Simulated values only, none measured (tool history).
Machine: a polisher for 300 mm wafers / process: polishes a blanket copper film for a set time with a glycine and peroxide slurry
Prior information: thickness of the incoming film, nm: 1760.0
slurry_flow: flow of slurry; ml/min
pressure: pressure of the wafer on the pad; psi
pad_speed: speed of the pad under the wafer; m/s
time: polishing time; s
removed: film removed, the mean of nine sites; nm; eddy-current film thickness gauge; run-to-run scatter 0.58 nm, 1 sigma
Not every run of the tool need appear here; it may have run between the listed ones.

{"run": 1, "hour": 0.0, "slurry_flow": 175, "pressure": 1.9, "pad_speed": 0.76, "time": 39, "removed": 113.28}
{"run": 2, "hour": 4.6, "slurry_flow": 170, "pressure": 1.7, "pad_speed": 0.76, "time": 39, "removed": 104.07}
{"run": 3, "hour": 7.0, "slurry_flow": 170, "pressure": 1.7, "pad_speed": 0.62, "time": 39, "removed": 94.57}
{"run": 4, "hour": 13.1, "slurry_flow": 205, "pressure": 1.7, "pad_speed": 0.62, "time": 39, "removed": 96.151}
{"run": 5, "hour": 15.5, "slurry_flow": 205, "pressure": 1.6, "pad_speed": 0.62, "time": 39, "removed": 93.85}
{"run": 6, "hour": 20.9, "slurry_flow": 200, "pressure": 1.5, "pad_speed": 0.62, "time": 39, "removed": 88.787}
{"run": 7, "hour": 29.2, "slurry_flow": 200, "pressure": 1.5, "pad_speed": 0.62, "time": 39, "removed": 88.868}
{"run": 8, "hour": 37.3, "slurry_flow": 195, "pressure": 1.4, "pad_speed": 0.62, "time": 39, "removed": 85.492}
{"run": 9, "hour": 45.3, "slurry_flow": 190, "pressure": 1.3, "pad_speed": 0.62, "time": 39, "removed": 81.385}

For run 10, what comes out?
{"run": 10, "hour": 52.5, "slurry_flow": 185, "pressure": 1.3, "pad_speed": 0.62, "time": 39, "removed": "?"}

Run 10 gave removed 81.292 nm.

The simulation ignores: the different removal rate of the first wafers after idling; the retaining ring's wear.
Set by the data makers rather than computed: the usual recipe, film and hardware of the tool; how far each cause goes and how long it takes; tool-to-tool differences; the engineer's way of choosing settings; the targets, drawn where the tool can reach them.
